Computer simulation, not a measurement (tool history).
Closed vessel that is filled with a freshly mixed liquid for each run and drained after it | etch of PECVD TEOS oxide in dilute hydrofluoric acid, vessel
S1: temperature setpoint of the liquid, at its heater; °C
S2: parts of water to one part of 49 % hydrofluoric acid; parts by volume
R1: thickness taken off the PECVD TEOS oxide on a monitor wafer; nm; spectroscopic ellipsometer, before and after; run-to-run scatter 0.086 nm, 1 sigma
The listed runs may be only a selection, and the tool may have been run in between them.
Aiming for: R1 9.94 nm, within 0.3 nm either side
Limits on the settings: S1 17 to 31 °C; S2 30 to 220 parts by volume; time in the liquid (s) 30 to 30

run 1 hour=0 | S1=23 S2=125 time_in_the_liquid_(s)=30 | R1=3.2085
run 2 hour=7.6 | S1=26 S2=125 time_in_the_liquid_(s)=30 | R1=3.6558
run 3 hour=10.7 | S1=27.5 S2=100 time_in_the_liquid_(s)=30 | R1=4.9396
run 4 hour=16.3 | S1=25 S2=100 time_in_the_liquid_(s)=30 | R1=4.4912
run 5 hour=24.6 | S1=26.5 S2=85 time_in_the_liquid_(s)=30 | R1=5.57
run 6 hour=25.2 | S1=26.5 S2=85 time_in_the_liquid_(s)=30 | R1=5.6904
run 7 hour=33.5 | S1=27.5 S2=75 time_in_the_liquid_(s)=30 | R1=6.7205
run 8 hour=40.7 | S1=27.5 S2=75 time_in_the_liquid_(s)=30 | R1=6.7377
-- hour=45.6 thermometer replaced
run 9 hour=45.6 | S1=28.5 S2=70 time_in_the_liquid_(s)=30 | R1=8.1929
run 10 hour=52.2 | S1=29 S2=70 time_in_the_liquid_(s)=30 | R1=8.4281
run 11 hour=58.4 | S1=29.5 S2=70 time_in_the_liquid_(s)=30 | R1=8.5692

Which one of the following 5 next-run settings gets every result inside its allowed miss? There is exactly one.
run A hour=64.6 | S1=28.5 S2=80 time_in_the_liquid_(s)=30 | R1=?
run B hour=64.6 | S1=31 S2=70 time_in_the_liquid_(s)=30 | R1=?
run C hour=64.6 | S1=31 S2=65 time_in_the_liquid_(s)=30 | R1=?
run D hour=64.6 | S1=31 S2=60 time_in_the_liquid_(s)=30 | R1=?
run E hour=64.6 | S1=28.5 S2=70 time_in_the_liquid_(s)=30 | R1=?

move=A R1=7.1089
move=B R1=9.0756
move=C R1=9.8487
move=D R1=10.752
move=E R1=8.2408
A: moves away from the targets compared with the last run
B: better than the last run, though not everything is in spec
C: in spec on every target
D: moves the result that the last run missed by most past its target, out the other side
E: moves away from the targets compared with the last run
So the answer is move C, the one that meets all the targets.
